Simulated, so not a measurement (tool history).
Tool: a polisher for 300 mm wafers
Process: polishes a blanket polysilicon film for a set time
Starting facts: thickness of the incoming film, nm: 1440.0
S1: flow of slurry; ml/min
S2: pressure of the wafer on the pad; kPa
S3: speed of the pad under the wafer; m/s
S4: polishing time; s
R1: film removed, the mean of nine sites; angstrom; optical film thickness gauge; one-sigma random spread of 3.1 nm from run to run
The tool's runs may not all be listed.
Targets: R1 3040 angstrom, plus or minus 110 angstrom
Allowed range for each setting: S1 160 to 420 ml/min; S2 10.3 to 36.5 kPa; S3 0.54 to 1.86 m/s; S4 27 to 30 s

run	day	S1	S2	S3	S4	R1
1	0	270	23.4	1.18	30	3950.3
2	0.108	270	23.4	1.18	30	3895.7
3	0.375	270	23.4	1.44	30	4733.8
4	0.667	270	20.7	1.44	30	4352.8
5	0.729	270	20.7	1.26	30	3821.1
6	1.071	270	18.6	1.26	30	3502.6
7	1.196	270	17.9	1.26	30	3447.6
8	1.412	270	14.5	1.26	30	2915.3

Consider the 4 candidate settings below. Which is the only one whose results all fall within their allowed miss of target?
A	1.629	285	15.2	1.3	27	?
B	1.629	280	17.2	1.28	29	?
C	1.629	315	15.2	1.36	28	?
D	1.629	280	13.8	1.56	29	?

move	R1
A	2818.5
B	3257.7
C	3083.9
D	3382.3
A: moves away from the targets compared with the last run
B: pushes the last run's worst result past its target
C: hits every target within its allowed miss
D: pushes the last run's worst result past its target
Move C is the one to make.

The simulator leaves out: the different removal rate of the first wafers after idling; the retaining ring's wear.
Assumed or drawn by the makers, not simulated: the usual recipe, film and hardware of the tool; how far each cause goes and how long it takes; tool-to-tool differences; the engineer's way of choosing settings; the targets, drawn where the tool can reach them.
